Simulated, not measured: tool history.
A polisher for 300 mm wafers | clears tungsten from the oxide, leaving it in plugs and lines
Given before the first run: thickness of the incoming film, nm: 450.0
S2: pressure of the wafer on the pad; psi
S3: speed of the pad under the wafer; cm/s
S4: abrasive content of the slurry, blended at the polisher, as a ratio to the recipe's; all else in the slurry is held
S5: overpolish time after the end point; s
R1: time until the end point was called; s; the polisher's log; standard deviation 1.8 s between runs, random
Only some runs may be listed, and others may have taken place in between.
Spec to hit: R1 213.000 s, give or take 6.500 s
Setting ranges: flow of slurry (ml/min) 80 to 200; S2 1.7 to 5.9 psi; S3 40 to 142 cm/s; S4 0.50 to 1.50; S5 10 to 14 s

{"run": 1, "hour": 0.0, "flow of slurry (ml/min)": 130, "S2": 3.8, "S3": 90, "S4": 1.0, "S5": 14, "R1": 95.67}
{"run": 2, "hour": 7.2, "flow of slurry (ml/min)": 130, "S2": 4.5, "S3": 90, "S4": 1.0, "S5": 14, "R1": 81.061}
{"run": 3, "hour": 9.3, "flow of slurry (ml/min)": 125, "S2": 3.7, "S3": 84, "S4": 1.0, "S5": 14, "R1": 106.26}
{"run": 4, "hour": 18.1, "flow of slurry (ml/min)": 120, "S2": 3.1, "S3": 80, "S4": 1.0, "S5": 14, "R1": 131.35}
{"run": 5, "hour": 20.0, "flow of slurry (ml/min)": 115, "S2": 2.7, "S3": 78, "S4": 1.0, "S5": 14, "R1": 157.89}
{"run": 6, "hour": 27.3, "flow of slurry (ml/min)": 110, "S2": 2.5, "S3": 78, "S4": 1.0, "S5": 14, "R1": 171.01}
{"run": 7, "hour": 29.9, "flow of slurry (ml/min)": 105, "S2": 2.4, "S3": 78, "S4": 1.0, "S5": 14, "R1": 180.18}
{"run": 8, "hour": 37.2, "flow of slurry (ml/min)": 105, "S2": 2.4, "S3": 78, "S4": 1.0, "S5": 14, "R1": 179.26}
{"run": 9, "hour": 42.0, "flow of slurry (ml/min)": 90, "S2": 1.7, "S3": 78, "S4": 1.0, "S5": 14, "R1": 257.64}
{"run": 10, "hour": 44.3, "flow of slurry (ml/min)": 100, "S2": 1.7, "S3": 78, "S4": 1.0, "S5": 14, "R1": 252.61}
{"run": 11, "hour": 50.7, "flow of slurry (ml/min)": 135, "S2": 2.1, "S3": 78, "S4": 1.0, "S5": 14, "R1": 191.62}

Exactly one of the 5 candidate moves below puts every result within its allowed miss. Which one?
{"run": "A", "hour": 57.1, "flow of slurry (ml/min)": 125, "S2": 2.7, "S3": 64, "S4": 1.05, "S5": 10, "R1": "?"}
{"run": "B", "hour": 57.1, "flow of slurry (ml/min)": 85, "S2": 2.7, "S3": 62, "S4": 0.95, "S5": 10, "R1": "?"}
{"run": "C", "hour": 57.1, "flow of slurry (ml/min)": 95, "S2": 2.7, "S3": 68, "S4": 0.9, "S5": 14, "R1": "?"}
{"run": "D", "hour": 57.1, "flow of slurry (ml/min)": 125, "S2": 2.0, "S3": 100, "S4": 0.95, "S5": 14, "R1": "?"}
{"run": "E", "hour": 57.1, "flow of slurry (ml/min)": 115, "S2": 2.5, "S3": 60, "S4": 0.75, "S5": 10, "R1": "?"}

move=A R1=181.900
move=B R1=209.980
move=C R1=188.480
move=D R1=160.160
move=E R1=226.250
A: misses by more than the last run did
B: every result lands within tolerance
C: misses by more than the last run did
D: misses by more than the last run did
E: takes the biggest miss from the last run beyond its target
So the answer is move B, the one that meets all the targets.
